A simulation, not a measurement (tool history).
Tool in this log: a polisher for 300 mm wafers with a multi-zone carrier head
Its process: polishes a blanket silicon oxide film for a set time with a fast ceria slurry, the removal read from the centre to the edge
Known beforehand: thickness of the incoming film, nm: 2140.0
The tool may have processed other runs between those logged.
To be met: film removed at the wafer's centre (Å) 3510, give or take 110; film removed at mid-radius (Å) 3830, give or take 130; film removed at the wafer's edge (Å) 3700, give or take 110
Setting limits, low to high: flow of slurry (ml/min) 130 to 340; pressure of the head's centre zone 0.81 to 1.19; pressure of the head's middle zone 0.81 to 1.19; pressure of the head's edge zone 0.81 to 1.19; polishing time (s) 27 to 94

run	hour	flow of slurry (ml/min)	pressure of the head's centre zone	pressure of the head's middle zone	pressure of the head's edge zone	polishing time (s)	film removed at the wafer's centre (Å)	film removed at mid-radius (Å)	film removed at the wafer's edge (Å)
1	0	220	1	1	1	60	7311.3	7400.7	7354.2
2	3.7	220	1	0.96	1	60	7168.1	7114.5	7291.7
3	9.7	220	1	0.96	1	73	8814.4	8681.1	8716.5
4	11.2	205	0.98	0.95	0.97	66	7627.5	7652	7737
5	17.9	195	0.97	0.94	0.95	60	6946	6926.3	6986.5
6	24.6	245	0.97	0.94	0.95	60	7092.7	7058.2	7204.8
7	27.3	225	0.95	0.93	0.93	55	6235.7	6399.9	6374.4
8	34.2	220	0.94	0.92	0.91	51	5821	5737.7	5945.7
9	35.9	210	0.93	0.93	0.89	47	5184.4	5405.5	5344.7
10	41.2	200	0.92	0.93	0.88	45	4884.2	5054.5	5104.7
11	47.5	195	0.92	0.94	0.87	43	4624.1	4884.6	4831
12	51.8	190	0.92	0.94	0.86	41	4449.8	4595.9	4547.6
13	55.3	180	0.91	0.94	0.85	40	4298.8	4526.6	4447.8
14	56.8	175	0.9	0.94	0.84	39	4082.4	4405	4267.9
15	61.4	170	0.9	0.94	0.84	38	3948.5	4270.2	4155.4
16	63.9	165	0.9	0.94	0.84	38	3940.6	4257.4	4153.7
17	67.3	160	0.9	0.94	0.84	37	3822.3	4089.2	4011.5
18	72.3	145	0.88	0.94	0.81	33	3310.4	3601	3467.4
19	79.3	150	0.88	0.94	0.81	33	3297.3	3610.3	3476.6
20	81.4	155	0.88	0.94	0.81	33	3332.7	3701.5	3513.3
21	88.2	160	0.88	0.94	0.81	33	3336.7	3732.6	3487.5
22	90.6	165	0.88	0.94	0.82	33	3319.2	3678	3617.8
23	97	170	0.88	0.94	0.82	33	3358	3663.5	3651.1
24	99.3	175	0.89	0.96	0.82	33	3442.3	3751.9	3598.9

Exercise: of the 4 proposed moves below, exactly one satisfies all targets within the stated allowed misses. Which move is it?
A	101.6	130	0.93	1.03	0.81	33	?	?	?
B	101.6	205	0.91	0.97	0.9	32	?	?	?
C	101.6	135	0.93	0.95	0.81	36	?	?	?
D	101.6	170	0.91	0.91	0.9	33	?	?	?

move	film removed at the wafer's centre (Å)	film removed at mid-radius (Å)	film removed at the wafer's edge (Å)
A	3358.1	3889.6	3443.5
B	3441.2	3840.6	3666.6
C	3688.9	3990.1	3778.2
D	3447.3	3660.5	3714.1
A: moves away from the targets compared with the last run
B: every result lands within tolerance
C: corrects the largest miss of the last run, while another result sits out of spec
D: corrects the largest miss of the last run, while another result sits out of spec
Go with B: it meets all targets.
